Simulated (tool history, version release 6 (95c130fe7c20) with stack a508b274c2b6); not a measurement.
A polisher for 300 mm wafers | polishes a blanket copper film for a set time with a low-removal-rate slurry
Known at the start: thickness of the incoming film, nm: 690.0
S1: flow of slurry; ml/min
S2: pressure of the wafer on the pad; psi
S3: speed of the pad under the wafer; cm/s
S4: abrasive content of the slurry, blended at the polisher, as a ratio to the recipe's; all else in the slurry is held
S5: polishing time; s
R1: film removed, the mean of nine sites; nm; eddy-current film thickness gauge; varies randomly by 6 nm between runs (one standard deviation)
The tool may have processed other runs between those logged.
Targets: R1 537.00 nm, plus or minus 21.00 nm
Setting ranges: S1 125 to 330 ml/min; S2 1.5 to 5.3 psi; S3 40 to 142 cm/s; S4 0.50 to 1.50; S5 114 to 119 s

run,hour,S1,S2,S3,S4,S5,R1
1,0.0,210,3.4,90,1.00,114,379.39
2,5.1,210,3.7,90,1.00,114,410.33
3,10.0,210,3.9,90,1.00,114,432.91
4,15.1,210,3.9,90,1.00,119,451.89
5,20.4,210,4.1,90,1.00,119,473.91
6,28.4,210,4.1,90,1.00,119,473.09
7,31.1,210,4.2,90,1.00,119,478.96
8,40.0,210,4.3,90,1.00,119,499.79

Next run, 4 choices. One meets every target within its allowed miss, the rest don't. Which?
A,48.9,170,5.1,88,0.85,119,?
B,48.9,225,4.7,66,1.20,114,?
C,48.9,210,5.3,54,1.35,119,?
D,48.9,175,4.2,90,1.10,119,?

move,R1
A,527.02
B,431.80
C,454.04
D,473.55
A: all results land within tolerance of their targets
B: further off than the last run
C: further off than the last run
D: further off than the last run
So the answer is move A, the one that meets all the targets.
